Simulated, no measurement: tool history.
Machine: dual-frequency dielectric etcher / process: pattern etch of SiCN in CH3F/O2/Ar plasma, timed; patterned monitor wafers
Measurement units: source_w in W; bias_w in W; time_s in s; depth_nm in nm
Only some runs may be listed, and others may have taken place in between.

Run 1, hour 0.0: source_w 520 W, bias_w 56 W, time_s 72 s. Result: depth_nm 26.183 nm.
Run 2, hour 4.7: source_w 520 W, bias_w 56 W, time_s 72 s. Result: depth_nm 26.037 nm.
Run 3, hour 8.6: source_w 520 W, bias_w 56 W, time_s 72 s. Result: depth_nm 26.315 nm.
Run 4, hour 13.3: source_w 500 W, bias_w 55 W, time_s 72 s. Result: depth_nm 25.767 nm.
Run 5, hour 16.0: source_w 500 W, bias_w 65 W, time_s 72 s. Result: depth_nm 27.015 nm.
Run 6, hour 18.0: source_w 500 W, bias_w 70 W, time_s 72 s. Result: depth_nm 27.610 nm.
Run 7, hour 26.6: source_w 460 W, bias_w 69 W, time_s 72 s. Result: depth_nm 26.815 nm.
Run 8, hour 28.3: source_w 460 W, bias_w 69 W, time_s 72 s. Result: depth_nm 26.929 nm.

Run 9 is up next; what results do you expect?
Run 9, hour 34.6: source_w 430 W, bias_w 67 W, time_s 72 s. Result: depth_nm ?.

Run 9 produced depth_nm 26.363 nm.
